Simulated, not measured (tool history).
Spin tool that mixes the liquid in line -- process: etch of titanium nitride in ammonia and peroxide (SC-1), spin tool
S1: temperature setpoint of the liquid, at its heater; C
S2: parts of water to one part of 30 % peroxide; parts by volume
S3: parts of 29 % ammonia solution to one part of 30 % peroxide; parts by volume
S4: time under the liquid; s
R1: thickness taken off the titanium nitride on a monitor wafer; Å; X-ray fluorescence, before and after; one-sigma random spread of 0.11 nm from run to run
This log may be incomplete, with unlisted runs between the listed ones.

run  hour    S1    S2    S3   S4      R1
  1   0.0  54.0  15.5  0.95  190  115.80
  2   8.4  55.5  15.5  0.95  190  127.97
  3  15.9  56.5  15.5  0.95  190  136.01
  4  20.3  56.5  12.0  0.95  190  156.96
  5  25.4  57.0  12.0  0.95  190  161.55
  6  32.8  57.5  12.0  0.95  190  167.07
  7  35.9  58.0  12.0  0.95  190  171.82
  8  44.6  58.5  12.0  0.95  190  177.63

Expected results for the next run?
  9  50.8  58.5  12.0  0.95  190   ?

R1: 178.81 Å

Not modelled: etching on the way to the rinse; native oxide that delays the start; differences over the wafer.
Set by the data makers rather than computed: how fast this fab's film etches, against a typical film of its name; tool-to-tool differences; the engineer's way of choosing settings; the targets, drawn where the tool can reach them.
